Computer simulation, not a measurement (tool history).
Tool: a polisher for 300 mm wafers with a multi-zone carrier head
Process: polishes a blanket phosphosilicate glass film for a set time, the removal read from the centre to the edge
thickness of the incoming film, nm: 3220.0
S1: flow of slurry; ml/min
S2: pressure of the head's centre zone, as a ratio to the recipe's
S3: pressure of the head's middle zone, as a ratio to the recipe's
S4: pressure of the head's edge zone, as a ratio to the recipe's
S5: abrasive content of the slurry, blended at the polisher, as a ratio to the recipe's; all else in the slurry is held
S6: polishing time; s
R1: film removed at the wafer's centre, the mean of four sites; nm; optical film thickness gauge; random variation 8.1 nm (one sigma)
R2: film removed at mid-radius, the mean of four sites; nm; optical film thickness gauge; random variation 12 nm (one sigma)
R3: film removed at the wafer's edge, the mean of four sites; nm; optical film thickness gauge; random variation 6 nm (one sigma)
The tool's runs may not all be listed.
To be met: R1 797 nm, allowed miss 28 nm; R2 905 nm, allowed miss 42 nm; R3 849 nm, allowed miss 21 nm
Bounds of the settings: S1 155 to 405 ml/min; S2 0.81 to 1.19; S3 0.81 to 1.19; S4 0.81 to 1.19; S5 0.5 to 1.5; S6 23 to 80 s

run 1 hour=0 | S1=260 S2=1 S3=1 S4=1 S5=1 S6=51 | R1=586.93 R2=598.69 R3=582.11
run 2 hour=7 | S1=205 S2=1 S3=1 S4=1 S5=1 S6=51 | R1=588.7 R2=573.95 R3=574.43
run 3 hour=13.9 | S1=225 S2=1 S3=1.04 S4=1.05 S5=1.15 S6=52 | R1=626.7 R2=670.16 R3=652.07
run 4 hour=15.8 | S1=225 S2=1 S3=1.04 S4=1.05 S5=1.15 S6=63 | R1=768.97 R2=786.12 R3=779.93
run 5 hour=20 | S1=225 S2=1 S3=1.04 S4=1.05 S5=1.15 S6=50 | R1=611.87 R2=625.54 R3=613.83
run 6 hour=28.6 | S1=225 S2=0.93 S3=1.04 S4=1.05 S5=1.15 S6=50 | R1=569.68 R2=636.64 R3=620.68
run 7 hour=32.3 | S1=240 S2=0.96 S3=1.07 S4=1.08 S5=1.25 S6=52 | R1=630.26 R2=694.56 R3=670.24
run 8 hour=39.5 | S1=240 S2=0.96 S3=1.09 S4=1.09 S5=1.35 S6=54 | R1=682.57 R2=760.23 R3=730.48
run 9 hour=44.9 | S1=240 S2=0.97 S3=1.11 S4=1.11 S5=1.4 S6=55 | R1=706.75 R2=779.95 R3=763.68
run 10 hour=51.2 | S1=250 S2=0.98 S3=1.13 S4=1.11 S5=1.45 S6=56 | R1=748.36 R2=819.55 R3=771.65
run 11 hour=59 | S1=255 S2=0.98 S3=1.14 S4=1.13 S5=1.45 S6=57 | R1=747.79 R2=850.07 R3=804.99
run 12 hour=62 | S1=260 S2=0.99 S3=1.15 S4=1.14 S5=1.45 S6=57 | R1=763.54 R2=852.43 R3=802.09
run 13 hour=65.7 | S1=265 S2=0.99 S3=1.16 S4=1.15 S5=1.45 S6=57 | R1=765.37 R2=869.2 R3=809.73

5 next moves are on the table. One of them brings every result within its allowed miss. Which?
run A hour=69.4 | S1=265 S2=0.98 S3=1.17 S4=1.13 S5=1.5 S6=59 | R1=? R2=? R3=?
run B hour=69.4 | S1=240 S2=1.03 S3=1.19 S4=1.16 S5=1.45 S6=54 | R1=? R2=? R3=?
run C hour=69.4 | S1=245 S2=0.94 S3=1.01 S4=1.17 S5=1.5 S6=57 | R1=? R2=? R3=?
run D hour=69.4 | S1=210 S2=0.99 S3=1.14 S4=1.11 S5=1.2 S6=59 | R1=? R2=? R3=?
run E hour=69.4 | S1=235 S2=1.04 S3=1.06 S4=1.19 S5=1.35 S6=60 | R1=? R2=? R3=?

move=A R1=805.08 R2=900.59 R3=844.31
move=B R1=756.97 R2=816.67 R3=768.48
move=C R1=739.82 R2=779.38 R3=827.3
move=D R1=730.58 R2=796.48 R3=758.26
move=E R1=825.21 R2=813.37 R3=843.39
A: meets every target
B: further off than the last run
C: further off than the last run
D: further off than the last run
E: brings the result that was furthest off to its target, and leaves another outside
Answer: A
